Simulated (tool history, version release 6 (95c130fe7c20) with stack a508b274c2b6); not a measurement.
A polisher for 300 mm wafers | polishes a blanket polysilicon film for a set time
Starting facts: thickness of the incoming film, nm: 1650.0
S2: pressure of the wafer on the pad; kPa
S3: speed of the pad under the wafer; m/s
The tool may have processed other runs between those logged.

Run 1, hour 0.0: flow of slurry (ml/min) 200, S2 16.5 kPa, S3 1.24 m/s, polishing time (s) 84. Result: film removed (angstrom) 6154.1.
Run 2, hour 4.9: flow of slurry (ml/min) 195, S2 13.8 kPa, S3 1.24 m/s, polishing time (s) 84. Result: film removed (angstrom) 5121.4.
Run 3, hour 10.1: flow of slurry (ml/min) 190, S2 12.4 kPa, S3 1.24 m/s, polishing time (s) 84. Result: film removed (angstrom) 4659.9.
Run 4, hour 18.5: flow of slurry (ml/min) 155, S2 12.4 kPa, S3 1.24 m/s, polishing time (s) 84. Result: film removed (angstrom) 4539.5.
Run 5, hour 23.2: flow of slurry (ml/min) 155, S2 9.0 kPa, S3 1.24 m/s, polishing time (s) 84. Result: film removed (angstrom) 3303.5.
Run 6, hour 28.0: flow of slurry (ml/min) 155, S2 7.6 kPa, S3 1.24 m/s, polishing time (s) 84. Result: film removed (angstrom) 2804.4.
Run 7, hour 33.0: flow of slurry (ml/min) 155, S2 8.3 kPa, S3 1.24 m/s, polishing time (s) 84. Result: film removed (angstrom) 3105.5.
Run 8, hour 35.1: flow of slurry (ml/min) 160, S2 9.0 kPa, S3 1.24 m/s, polishing time (s) 84. Result: film removed (angstrom) 3389.4.
Run 9, hour 38.1: flow of slurry (ml/min) 170, S2 9.0 kPa, S3 1.24 m/s, polishing time (s) 84. Result: film removed (angstrom) 3382.5.
Run 10, hour 46.7: flow of slurry (ml/min) 185, S2 9.0 kPa, S3 1.24 m/s, polishing time (s) 84. Result: film removed (angstrom) 3433.8.
Run 11, hour 48.6: flow of slurry (ml/min) 195, S2 9.0 kPa, S3 1.24 m/s, polishing time (s) 84. Result: film removed (angstrom) 3427.0.
Run 12, hour 51.1: flow of slurry (ml/min) 205, S2 9.0 kPa, S3 1.24 m/s, polishing time (s) 84. Result: film removed (angstrom) 3446.5.
Run 13, hour 53.0: flow of slurry (ml/min) 215, S2 9.0 kPa, S3 1.24 m/s, polishing time (s) 84. Result: film removed (angstrom) 3466.4.
Run 14, hour 58.5: flow of slurry (ml/min) 225, S2 9.0 kPa, S3 1.24 m/s, polishing time (s) 84. Result: film removed (angstrom) 3510.1.
Run 15, hour 62.9: flow of slurry (ml/min) 230, S2 9.0 kPa, S3 1.24 m/s, polishing time (s) 84. Result: film removed (angstrom) 3478.1.
Run 16, hour 71.8: flow of slurry (ml/min) 235, S2 9.0 kPa, S3 1.24 m/s, polishing time (s) 84. Result: film removed (angstrom) 3518.9.
Run 17, hour 76.1: flow of slurry (ml/min) 240, S2 9.0 kPa, S3 1.24 m/s, polishing time (s) 84. Result: film removed (angstrom) 3535.7.
Run 18, hour 78.4: flow of slurry (ml/min) 245, S2 9.0 kPa, S3 1.24 m/s, polishing time (s) 84. Result: film removed (angstrom) 3521.4.
Run 19, hour 86.0: flow of slurry (ml/min) 250, S2 9.0 kPa, S3 1.24 m/s, polishing time (s) 84. Result: film removed (angstrom) 3596.3.

Predict the results of run 20:
Run 20, hour 88.5: flow of slurry (ml/min) 255, S2 9.0 kPa, S3 1.24 m/s, polishing time (s) 84. Result: film removed (angstrom) ?.

film removed (angstrom): 3509.2

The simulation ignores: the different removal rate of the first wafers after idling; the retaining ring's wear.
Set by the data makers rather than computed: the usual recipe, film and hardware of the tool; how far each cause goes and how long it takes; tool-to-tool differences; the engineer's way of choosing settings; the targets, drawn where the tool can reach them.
